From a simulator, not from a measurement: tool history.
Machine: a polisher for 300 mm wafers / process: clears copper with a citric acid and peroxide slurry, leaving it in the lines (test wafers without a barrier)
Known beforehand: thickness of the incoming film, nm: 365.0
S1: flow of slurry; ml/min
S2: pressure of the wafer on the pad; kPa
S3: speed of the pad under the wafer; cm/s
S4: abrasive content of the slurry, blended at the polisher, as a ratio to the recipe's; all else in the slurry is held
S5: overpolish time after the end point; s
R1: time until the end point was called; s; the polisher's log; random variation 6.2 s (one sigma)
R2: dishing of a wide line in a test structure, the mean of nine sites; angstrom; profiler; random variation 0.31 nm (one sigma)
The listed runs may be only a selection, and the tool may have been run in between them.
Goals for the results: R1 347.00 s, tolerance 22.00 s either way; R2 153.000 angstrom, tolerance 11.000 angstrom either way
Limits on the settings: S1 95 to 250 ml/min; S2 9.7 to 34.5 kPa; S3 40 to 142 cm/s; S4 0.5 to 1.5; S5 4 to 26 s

run 1 day=0.000 | S1=160 S2=22.1 S3=90 S4=1.0 S5=13 | R1=205.22 R2=183.560
run 2 day=0.350 | S1=125 S2=22.1 S3=90 S4=1.0 S5=13 | R1=212.15 R2=177.780
run 3 day=0.629 | S1=150 S2=22.1 S3=90 S4=1.0 S5=13 | R1=205.72 R2=185.260
run 4 day=0.804 | S1=150 S2=17.9 S3=90 S4=1.0 S5=13 | R1=256.00 R2=155.030
run 5 day=1.154 | S1=150 S2=17.9 S3=90 S4=1.0 S5=10 | R1=252.11 R2=117.380
run 6 day=1.512 | S1=150 S2=13.8 S3=90 S4=1.0 S5=10 | R1=323.44 R2=94.696
run 7 day=1.862 | S1=150 S2=13.8 S3=90 S4=1.0 S5=10 | R1=320.41 R2=96.581
run 8 day=2.088 | S1=150 S2=13.8 S3=90 S4=1.0 S5=12 | R1=324.18 R2=115.590
run 9 day=2.200 | S1=150 S2=13.8 S3=90 S4=1.0 S5=13 | R1=316.99 R2=122.030
run 10 day=2.333 | S1=150 S2=13.8 S3=90 S4=1.0 S5=13 | R1=315.76 R2=120.820
run 11 day=2.579 | S1=150 S2=13.1 S3=90 S4=1.0 S5=14 | R1=339.19 R2=121.140

Which single option among these 5 for the next run brings every result within its allowed miss of target? Just one does.
run A day=2.825 | S1=145 S2=13.8 S3=80 S4=1.3 S5=21 | R1=? R2=?
run B day=2.825 | S1=190 S2=16.5 S3=62 S4=0.8 S5=11 | R1=? R2=?
run C day=2.825 | S1=160 S2=11.7 S3=102 S4=0.9 S5=18 | R1=? R2=?
run D day=2.825 | S1=155 S2=13.1 S3=104 S4=1.0 S5=16 | R1=? R2=?
run E day=2.825 | S1=135 S2=14.5 S3=60 S4=0.8 S5=17 | R1=? R2=?

move=A R1=329.71 R2=187.790
move=B R1=344.69 R2=98.542
move=C R1=346.93 R2=154.800
move=D R1=303.05 R2=157.740
move=E R1=414.44 R2=124.910
A: moves the result that the last run missed by most past its target, out the other side
B: moves away from the targets compared with the last run
C: every result within its allowed miss
D: gets the furthest-off result to its target, but another result is out of tolerance
E: moves away from the targets compared with the last run
The move that meets every target is C.
